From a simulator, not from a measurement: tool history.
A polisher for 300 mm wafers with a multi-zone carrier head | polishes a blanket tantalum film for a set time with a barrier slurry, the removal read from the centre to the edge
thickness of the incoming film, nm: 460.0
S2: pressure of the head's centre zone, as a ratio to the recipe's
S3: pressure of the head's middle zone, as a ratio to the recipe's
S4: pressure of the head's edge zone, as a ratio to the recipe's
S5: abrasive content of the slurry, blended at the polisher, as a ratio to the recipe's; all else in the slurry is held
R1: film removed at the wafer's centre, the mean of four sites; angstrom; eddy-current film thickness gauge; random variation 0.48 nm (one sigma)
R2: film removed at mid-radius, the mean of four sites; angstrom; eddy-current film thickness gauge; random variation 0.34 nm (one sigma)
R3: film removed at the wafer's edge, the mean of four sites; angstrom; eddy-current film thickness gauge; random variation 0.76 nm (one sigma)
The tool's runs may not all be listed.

{"run": 1, "hour": 0.0, "flow of slurry (ml/min)": 285, "S2": 1.0, "S3": 1.0, "S4": 1.0, "S5": 1.0, "polishing time (s)": 48, "R1": 907.47, "R2": 912.22, "R3": 903.15}
{"run": 2, "hour": 0.7, "flow of slurry (ml/min)": 280, "S2": 0.98, "S3": 0.99, "S4": 0.99, "S5": 0.95, "polishing time (s)": 47, "R1": 861.26, "R2": 870.49, "R3": 852.36}
{"run": 3, "hour": 3.0, "flow of slurry (ml/min)": 280, "S2": 0.98, "S3": 0.99, "S4": 0.94, "S5": 0.95, "polishing time (s)": 47, "R1": 864.14, "R2": 862.71, "R3": 839.45}
{"run": 4, "hour": 5.6, "flow of slurry (ml/min)": 340, "S2": 0.98, "S3": 0.99, "S4": 0.94, "S5": 0.95, "polishing time (s)": 47, "R1": 867.2, "R2": 884.33, "R3": 842.87}
{"run": 5, "hour": 13.6, "flow of slurry (ml/min)": 405, "S2": 0.98, "S3": 0.99, "S4": 0.94, "S5": 0.95, "polishing time (s)": 47, "R1": 891.34, "R2": 902.76, "R3": 881.84}
{"run": 6, "hour": 15.6, "flow of slurry (ml/min)": 405, "S2": 0.98, "S3": 0.99, "S4": 0.94, "S5": 0.85, "polishing time (s)": 47, "R1": 860.61, "R2": 869.38, "R3": 859.17}
{"run": 7, "hour": 18.6, "flow of slurry (ml/min)": 400, "S2": 0.96, "S3": 0.98, "S4": 0.94, "S5": 0.8, "polishing time (s)": 46, "R1": 816.61, "R2": 816.28, "R3": 830.51}
{"run": 8, "hour": 19.2, "flow of slurry (ml/min)": 395, "S2": 0.94, "S3": 0.98, "S4": 0.94, "S5": 0.75, "polishing time (s)": 45, "R1": 760.12, "R2": 798.62, "R3": 755.18}
{"run": 9, "hour": 27.3, "flow of slurry (ml/min)": 400, "S2": 0.93, "S3": 0.96, "S4": 0.96, "S5": 0.7, "polishing time (s)": 44, "R1": 698.89, "R2": 738.51, "R3": 729.24}
{"run": 10, "hour": 30.4, "flow of slurry (ml/min)": 395, "S2": 0.92, "S3": 0.94, "S4": 0.97, "S5": 0.7, "polishing time (s)": 44, "R1": 711.05, "R2": 729.21, "R3": 726.06}

Run 11 comes next. What will it give?
{"hour": 36.6, "done": "slurry nozzle cleaned"}
{"run": 11, "hour": 36.6, "flow of slurry (ml/min)": 380, "S2": 0.82, "S3": 0.92, "S4": 1.07, "S5": 0.5, "polishing time (s)": 30, "R1": "?", "R2": "?", "R3": "?"}

R1: 387.45 angstrom
R2: 435.00 angstrom
R3: 482.57 angstrom

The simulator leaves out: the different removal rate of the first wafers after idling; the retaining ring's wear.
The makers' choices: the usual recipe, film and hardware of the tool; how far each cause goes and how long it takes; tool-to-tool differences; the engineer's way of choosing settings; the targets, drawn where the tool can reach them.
